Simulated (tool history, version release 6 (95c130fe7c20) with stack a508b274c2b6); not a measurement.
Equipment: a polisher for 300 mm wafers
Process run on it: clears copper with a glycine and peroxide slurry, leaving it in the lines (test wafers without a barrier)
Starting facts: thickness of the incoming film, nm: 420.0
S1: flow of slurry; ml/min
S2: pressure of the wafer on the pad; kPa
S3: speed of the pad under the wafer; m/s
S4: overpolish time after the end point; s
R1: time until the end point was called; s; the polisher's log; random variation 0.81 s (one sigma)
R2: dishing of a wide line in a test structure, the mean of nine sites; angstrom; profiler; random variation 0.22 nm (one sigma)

run	hour	S1	S2	S3	S4	R1	R2
1	0	205	20.7	1.06	9	67.676	365.84
2	8.3	205	20.7	1.06	11	67.125	438.45
3	11.9	205	16.5	1.06	11	77.834	376.23
4	14.5	205	14.5	1.06	11	84.437	351.15
5	17.9	180	14.5	1.06	11	86.795	348.02
6	21.3	180	14.5	0.94	11	92.606	326.86
7	22.8	195	15.9	0.96	9	86.266	292.06
8	26.9	210	15.9	0.98	7	83.933	238.8

Predict the results of run 9:
9	31.7	220	15.9	1	6	?	?

Run 9 measured R1 83.591 s, R2 211.85 angstrom.
